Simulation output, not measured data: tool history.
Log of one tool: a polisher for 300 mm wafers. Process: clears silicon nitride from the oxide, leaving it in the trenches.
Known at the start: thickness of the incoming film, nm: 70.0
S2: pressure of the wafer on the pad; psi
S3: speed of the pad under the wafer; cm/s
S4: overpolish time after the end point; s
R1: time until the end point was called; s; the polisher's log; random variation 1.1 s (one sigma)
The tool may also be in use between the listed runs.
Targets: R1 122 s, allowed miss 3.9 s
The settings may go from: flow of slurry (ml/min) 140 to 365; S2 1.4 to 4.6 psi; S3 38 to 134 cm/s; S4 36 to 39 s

{"run": 1, "hour": 0.0, "flow of slurry (ml/min)": 235, "S2": 3, "S3": 86, "S4": 36, "R1": 81.911}
{"run": 2, "hour": 6.2, "flow of slurry (ml/min)": 235, "S2": 2.7, "S3": 86, "S4": 36, "R1": 90.789}
{"run": 3, "hour": 9.6, "flow of slurry (ml/min)": 285, "S2": 2.7, "S3": 86, "S4": 36, "R1": 86.844}
{"run": 4, "hour": 18.1, "flow of slurry (ml/min)": 285, "S2": 2.7, "S3": 86, "S4": 39, "R1": 88.868}
{"run": 5, "hour": 18.7, "flow of slurry (ml/min)": 285, "S2": 2.2, "S3": 86, "S4": 39, "R1": 107.16}
{"run": 6, "hour": 24.4, "flow of slurry (ml/min)": 285, "S2": 2.7, "S3": 86, "S4": 39, "R1": 88.146}
{"run": 7, "hour": 25.6, "flow of slurry (ml/min)": 275, "S2": 2.5, "S3": 86, "S4": 39, "R1": 96.678}
{"run": 8, "hour": 28.1, "flow of slurry (ml/min)": 265, "S2": 2.4, "S3": 86, "S4": 39, "R1": 99.605}
{"run": 9, "hour": 35.6, "flow of slurry (ml/min)": 260, "S2": 2.3, "S3": 86, "S4": 39, "R1": 103.92}
{"run": 10, "hour": 37.9, "flow of slurry (ml/min)": 245, "S2": 1.8, "S3": 86, "S4": 39, "R1": 133.44}
{"run": 11, "hour": 39.6, "flow of slurry (ml/min)": 255, "S2": 1.8, "S3": 86, "S4": 39, "R1": 130.93}
{"run": 12, "hour": 47.6, "flow of slurry (ml/min)": 265, "S2": 1.8, "S3": 86, "S4": 39, "R1": 130.67}
{"run": 13, "hour": 51.3, "flow of slurry (ml/min)": 270, "S2": 1.8, "S3": 86, "S4": 39, "R1": 130.49}
{"run": 14, "hour": 57.2, "flow of slurry (ml/min)": 275, "S2": 1.8, "S3": 86, "S4": 39, "R1": 129.81}
{"run": 15, "hour": 59.5, "flow of slurry (ml/min)": 280, "S2": 1.8, "S3": 86, "S4": 39, "R1": 130.61}

Which of these 5 next moves meets every target?
{"run": "A", "hour": 61.8, "flow of slurry (ml/min)": 265, "S2": 1.9, "S3": 88, "S4": 36, "R1": "?"}
{"run": "B", "hour": 61.8, "flow of slurry (ml/min)": 270, "S2": 2, "S3": 90, "S4": 36, "R1": "?"}
{"run": "C", "hour": 61.8, "flow of slurry (ml/min)": 290, "S2": 1.6, "S3": 88, "S4": 36, "R1": "?"}
{"run": "D", "hour": 61.8, "flow of slurry (ml/min)": 250, "S2": 1.9, "S3": 84, "S4": 39, "R1": "?"}
{"run": "E", "hour": 61.8, "flow of slurry (ml/min)": 235, "S2": 2, "S3": 92, "S4": 39, "R1": "?"}

move=A R1=123.06
move=B R1=114.42
move=C R1=143.52
move=D R1=129.58
move=E R1=113.81
A: meets every target
B: takes the result that was furthest off past its target
C: further off than the last run
D: nearer than the last run, and not there yet
E: takes the result that was furthest off past its target
Move A is the one to make.

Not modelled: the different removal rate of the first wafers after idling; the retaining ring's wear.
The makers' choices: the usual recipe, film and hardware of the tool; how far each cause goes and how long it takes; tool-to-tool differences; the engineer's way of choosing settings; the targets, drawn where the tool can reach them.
